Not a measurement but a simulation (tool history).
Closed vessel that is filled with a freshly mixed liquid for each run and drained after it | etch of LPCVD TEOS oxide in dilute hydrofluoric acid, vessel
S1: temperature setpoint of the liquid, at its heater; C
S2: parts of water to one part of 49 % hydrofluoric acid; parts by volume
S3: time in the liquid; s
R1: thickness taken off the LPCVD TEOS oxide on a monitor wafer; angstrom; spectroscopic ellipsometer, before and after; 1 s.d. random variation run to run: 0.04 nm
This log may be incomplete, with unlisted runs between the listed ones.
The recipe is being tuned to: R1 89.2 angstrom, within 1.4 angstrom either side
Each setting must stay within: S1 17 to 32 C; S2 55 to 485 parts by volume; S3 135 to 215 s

run,hour,S1,S2,S3,R1
1,0,24,270,215,103.56
2,7.6,23,270,215,100.08
3,9.9,23,210,215,136.93
4,14.4,23,210,215,137.73
5,16.4,23,210,135,85.703
6,23.3,23.5,210,135,88.626
7,25.8,23,210,135,86.404
8,34.6,23.5,210,135,87.167
9,38,23,210,135,85.563
10,45.7,23.5,210,135,87.919
11,48.1,23,210,135,85.762
12,52,23.5,210,135,88.643
13,59.9,23.5,210,135,87.857

Exercise: of the 4 proposed moves below, exactly one satisfies all targets within the stated allowed misses. Which move is it?
A,67.8,18.5,250,205,?
B,67.8,23,215,140,?
C,67.8,22,245,170,?
D,67.8,23,275,185,?

move,R1
A,89.232
B,86.803
C,86.494
D,84.438
A: every result within its allowed miss
B: misses by more than the last run did
C: misses by more than the last run did
D: misses by more than the last run did
The move that meets every target is A.

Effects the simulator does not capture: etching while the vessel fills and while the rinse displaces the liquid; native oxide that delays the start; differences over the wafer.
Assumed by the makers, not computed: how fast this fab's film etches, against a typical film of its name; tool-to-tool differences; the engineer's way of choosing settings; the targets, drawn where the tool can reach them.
